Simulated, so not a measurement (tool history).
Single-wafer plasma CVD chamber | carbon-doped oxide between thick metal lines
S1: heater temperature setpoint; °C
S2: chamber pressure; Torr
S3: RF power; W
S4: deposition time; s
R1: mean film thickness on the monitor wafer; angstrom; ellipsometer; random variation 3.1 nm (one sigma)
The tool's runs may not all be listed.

run 1 hour=0.0 | S1=355 S2=6.04 S3=560 S4=207 | R1=10986
run 2 hour=3.7 | S1=356 S2=5.86 S3=550 S4=207 | R1=10833
run 3 hour=10.1 | S1=347 S2=5.86 S3=550 S4=207 | R1=10988
run 4 hour=12.2 | S1=347 S2=5.13 S3=550 S4=207 | R1=10802
run 5 hour=18.4 | S1=336 S2=5.13 S3=550 S4=207 | R1=11072
run 6 hour=25.7 | S1=337 S2=4.90 S3=540 S4=207 | R1=10905
run 7 hour=31.4 | S1=338 S2=4.70 S3=530 S4=207 | R1=10596
run 8 hour=32.5 | S1=339 S2=4.52 S3=525 S4=207 | R1=10446
run 9 hour=39.6 | S1=340 S2=4.39 S3=525 S4=207 | R1=10389
run 10 hour=48.0 | S1=341 S2=4.27 S3=525 S4=207 | R1=10234

Run 11 comes next. What will it give?
run 11 hour=51.4 | S1=342 S2=4.21 S3=525 S4=207 | R1=?

{"run 11": {"R1": 10187}}
